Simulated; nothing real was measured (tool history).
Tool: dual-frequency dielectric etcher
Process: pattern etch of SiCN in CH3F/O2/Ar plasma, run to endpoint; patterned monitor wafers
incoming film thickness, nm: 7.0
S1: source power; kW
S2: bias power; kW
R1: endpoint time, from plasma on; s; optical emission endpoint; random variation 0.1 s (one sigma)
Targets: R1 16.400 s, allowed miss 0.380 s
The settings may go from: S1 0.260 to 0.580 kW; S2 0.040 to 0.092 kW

run 1 day=0.000 | S1=0.420 S2=0.066 | R1=18.216
run 2 day=0.342 | S1=0.440 S2=0.067 | R1=17.979
run 3 day=0.588 | S1=0.450 S2=0.068 | R1=17.908
run 4 day=0.629 | S1=0.420 S2=0.068 | R1=18.255
run 5 day=0.867 | S1=0.440 S2=0.069 | R1=17.932
run 6 day=1.200 | S1=0.470 S2=0.069 | R1=17.477
run 7 day=1.404 | S1=0.480 S2=0.070 | R1=17.084
run 8 day=1.629 | S1=0.490 S2=0.070 | R1=16.965
run 9 day=1.754 | S1=0.510 S2=0.071 | R1=16.846

Which of these 5 next moves meets every target?
run A day=1.879 | S1=0.540 S2=0.074 | R1=?
run B day=1.879 | S1=0.490 S2=0.071 | R1=?
run C day=1.879 | S1=0.560 S2=0.083 | R1=?
run D day=1.879 | S1=0.480 S2=0.064 | R1=?
run E day=1.879 | S1=0.390 S2=0.092 | R1=?

move=A R1=16.223
move=B R1=16.957
move=C R1=15.564
move=D R1=17.502
move=E R1=17.170
A: meets every target
B: further off than the last run
C: takes the result that was furthest off past its target
D: further off than the last run
E: further off than the last run
Move A is the one to make.

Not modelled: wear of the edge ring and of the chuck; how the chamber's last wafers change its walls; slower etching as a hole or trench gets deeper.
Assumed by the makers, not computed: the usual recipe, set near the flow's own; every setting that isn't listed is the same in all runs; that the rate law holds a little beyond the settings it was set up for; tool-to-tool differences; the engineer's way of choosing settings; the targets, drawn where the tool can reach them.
